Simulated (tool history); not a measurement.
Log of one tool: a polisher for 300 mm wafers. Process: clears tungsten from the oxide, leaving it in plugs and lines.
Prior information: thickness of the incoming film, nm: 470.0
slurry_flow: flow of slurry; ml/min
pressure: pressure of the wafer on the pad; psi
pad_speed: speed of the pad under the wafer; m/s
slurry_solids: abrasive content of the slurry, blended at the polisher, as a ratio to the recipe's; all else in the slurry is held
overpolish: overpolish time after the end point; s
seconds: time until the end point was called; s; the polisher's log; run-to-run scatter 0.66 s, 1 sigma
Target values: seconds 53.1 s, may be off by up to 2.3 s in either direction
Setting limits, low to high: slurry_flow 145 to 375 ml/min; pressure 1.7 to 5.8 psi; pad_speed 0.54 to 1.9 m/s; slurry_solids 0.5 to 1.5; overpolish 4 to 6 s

{"run": 1, "day": 0.0, "slurry_flow": 240, "pressure": 3.7, "pad_speed": 1.22, "slurry_solids": 1, "overpolish": 6, "seconds": 90.078}
{"run": 2, "day": 0.179, "slurry_flow": 240, "pressure": 3.9, "pad_speed": 1.22, "slurry_solids": 1, "overpolish": 6, "seconds": 85.614}
{"run": 3, "day": 0.338, "slurry_flow": 300, "pressure": 3.9, "pad_speed": 1.22, "slurry_solids": 1, "overpolish": 6, "seconds": 81.661}
{"run": 4, "day": 0.671, "slurry_flow": 300, "pressure": 3.9, "pad_speed": 1.22, "slurry_solids": 1, "overpolish": 4, "seconds": 83.926}
{"run": 5, "day": 0.879, "slurry_flow": 300, "pressure": 4.1, "pad_speed": 1.22, "slurry_solids": 1, "overpolish": 4, "seconds": 78.116}
{"run": 6, "day": 1.004, "slurry_flow": 325, "pressure": 4.1, "pad_speed": 1.22, "slurry_solids": 1, "overpolish": 4, "seconds": 78.567}
{"run": 7, "day": 1.304, "slurry_flow": 325, "pressure": 4.3, "pad_speed": 1.22, "slurry_solids": 1, "overpolish": 4, "seconds": 75.408}
{"run": 8, "day": 1.542, "slurry_flow": 325, "pressure": 4.5, "pad_speed": 1.22, "slurry_solids": 1, "overpolish": 4, "seconds": 71.711}
{"run": 9, "day": 1.6, "slurry_flow": 325, "pressure": 4.6, "pad_speed": 1.22, "slurry_solids": 1, "overpolish": 4, "seconds": 71.642}
{"run": 10, "day": 1.842, "slurry_flow": 325, "pressure": 4.7, "pad_speed": 1.24, "slurry_solids": 1, "overpolish": 4, "seconds": 69.304}
{"run": 11, "day": 1.958, "slurry_flow": 325, "pressure": 4.8, "pad_speed": 1.26, "slurry_solids": 1, "overpolish": 4, "seconds": 64.385}
{"run": 12, "day": 2.217, "slurry_flow": 325, "pressure": 4.9, "pad_speed": 1.26, "slurry_solids": 1, "overpolish": 4, "seconds": 66.568}
{"run": 13, "day": 2.488, "slurry_flow": 325, "pressure": 5, "pad_speed": 1.28, "slurry_solids": 1, "overpolish": 4, "seconds": 63.654}
{"run": 14, "day": 2.854, "slurry_flow": 325, "pressure": 5.1, "pad_speed": 1.28, "slurry_solids": 1, "overpolish": 4, "seconds": 62.115}
{"run": 15, "day": 2.917, "slurry_flow": 325, "pressure": 5.2, "pad_speed": 1.28, "slurry_solids": 1, "overpolish": 4, "seconds": 60.702}

Next run, 4 choices. One meets every target within its allowed miss, the rest don't. Which?
{"run": "A", "day": 2.979, "slurry_flow": 350, "pressure": 5.8, "pad_speed": 1.7, "slurry_solids": 0.8, "overpolish": 4, "seconds": "?"}
{"run": "B", "day": 2.979, "slurry_flow": 375, "pressure": 5.8, "pad_speed": 1.22, "slurry_solids": 1.15, "overpolish": 6, "seconds": "?"}
{"run": "C", "day": 2.979, "slurry_flow": 285, "pressure": 5.8, "pad_speed": 1.52, "slurry_solids": 1.05, "overpolish": 4, "seconds": "?"}
{"run": "D", "day": 2.979, "slurry_flow": 330, "pressure": 4.2, "pad_speed": 1.3, "slurry_solids": 1.05, "overpolish": 6, "seconds": "?"}

move=A seconds=47.267
move=B seconds=53.522
move=C seconds=48.606
move=D seconds=72.748
A: carries the result that was furthest off beyond its target, to the other side
B: meets every target
C: carries the result that was furthest off beyond its target, to the other side
D: further off than the last run
The right move is B.
